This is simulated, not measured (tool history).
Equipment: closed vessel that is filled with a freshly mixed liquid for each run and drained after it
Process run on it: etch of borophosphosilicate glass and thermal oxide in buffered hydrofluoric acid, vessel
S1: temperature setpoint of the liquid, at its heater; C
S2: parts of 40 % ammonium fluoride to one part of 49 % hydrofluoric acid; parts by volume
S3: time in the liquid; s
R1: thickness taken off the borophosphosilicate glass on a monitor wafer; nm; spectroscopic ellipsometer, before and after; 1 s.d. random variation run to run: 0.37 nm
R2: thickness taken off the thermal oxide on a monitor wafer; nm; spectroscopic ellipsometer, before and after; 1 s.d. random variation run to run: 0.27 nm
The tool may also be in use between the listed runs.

run,hour,S1,S2,S3,R1,R2
1,0,22,11.5,60,79.531,57.501
2,7.6,20.5,11.5,60,73.445,52.358
3,10.3,20.5,14,60,59.779,43.523
4,16.3,18,14,60,52.426,37.629
5,24.3,18,14,35,30.229,22.022
6,27.2,18,14,50,43.535,31.036
7,33.4,20,13.5,50,50.926,36.69
8,38.4,21,13.5,50,53.055,38.228
9,45.6,22,13.5,50,56.294,40.628

Run 10 comes next. What will it give?
10,46.6,22.5,13.5,50,?,?

R1: 58.4 nm
R2: 41.747 nm
